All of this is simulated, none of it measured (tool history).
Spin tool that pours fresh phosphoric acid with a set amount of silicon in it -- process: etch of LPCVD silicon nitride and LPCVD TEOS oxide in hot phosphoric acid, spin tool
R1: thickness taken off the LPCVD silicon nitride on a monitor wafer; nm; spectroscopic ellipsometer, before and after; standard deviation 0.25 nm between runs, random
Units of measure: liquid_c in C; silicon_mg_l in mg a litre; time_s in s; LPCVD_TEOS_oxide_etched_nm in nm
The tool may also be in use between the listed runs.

Run 1, hour 0.0: liquid_c 163.0 C, silicon_mg_l 18.5 mg a litre, time_s 180 s. Result: R1 17.313 nm, LPCVD_TEOS_oxide_etched_nm 0.43133 nm.
Run 2, hour 6.3: liquid_c 163.0 C, silicon_mg_l 29.0 mg a litre, time_s 180 s. Result: R1 17.050 nm, LPCVD_TEOS_oxide_etched_nm 0.31223 nm.
Run 3, hour 11.5: liquid_c 163.5 C, silicon_mg_l 27.0 mg a litre, time_s 185 s. Result: R1 17.880 nm, LPCVD_TEOS_oxide_etched_nm 0.36070 nm.
Run 4, hour 13.2: liquid_c 164.0 C, silicon_mg_l 25.5 mg a litre, time_s 190 s. Result: R1 18.582 nm, LPCVD_TEOS_oxide_etched_nm 0.39854 nm.
Run 5, hour 21.5: liquid_c 164.0 C, silicon_mg_l 24.0 mg a litre, time_s 195 s. Result: R1 19.327 nm, LPCVD_TEOS_oxide_etched_nm 0.43160 nm.
Run 6, hour 30.1: liquid_c 164.5 C, silicon_mg_l 22.5 mg a litre, time_s 200 s. Result: R1 20.019 nm, LPCVD_TEOS_oxide_etched_nm 0.46027 nm.
Run 7, hour 31.2: liquid_c 164.5 C, silicon_mg_l 22.5 mg a litre, time_s 200 s. Result: R1 19.817 nm, LPCVD_TEOS_oxide_etched_nm 0.47522 nm.
Run 8, hour 33.9: liquid_c 164.5 C, silicon_mg_l 21.0 mg a litre, time_s 205 s. Result: R1 20.573 nm, LPCVD_TEOS_oxide_etched_nm 0.53009 nm.
Run 9, hour 42.9: liquid_c 164.5 C, silicon_mg_l 20.0 mg a litre, time_s 210 s. Result: R1 20.883 nm, LPCVD_TEOS_oxide_etched_nm 0.54749 nm.
Run 10, hour 46.9: liquid_c 164.5 C, silicon_mg_l 19.0 mg a litre, time_s 215 s. Result: R1 21.558 nm, LPCVD_TEOS_oxide_etched_nm 0.59985 nm.

Run 11 comes next. What will it give?
Run 11, hour 54.5: liquid_c 164.5 C, silicon_mg_l 18.5 mg a litre, time_s 220 s. Result: R1 ?, LPCVD_TEOS_oxide_etched_nm ?.

{"run 11": {"R1": 21.909, "LPCVD_TEOS_oxide_etched_nm": 0.65672}}
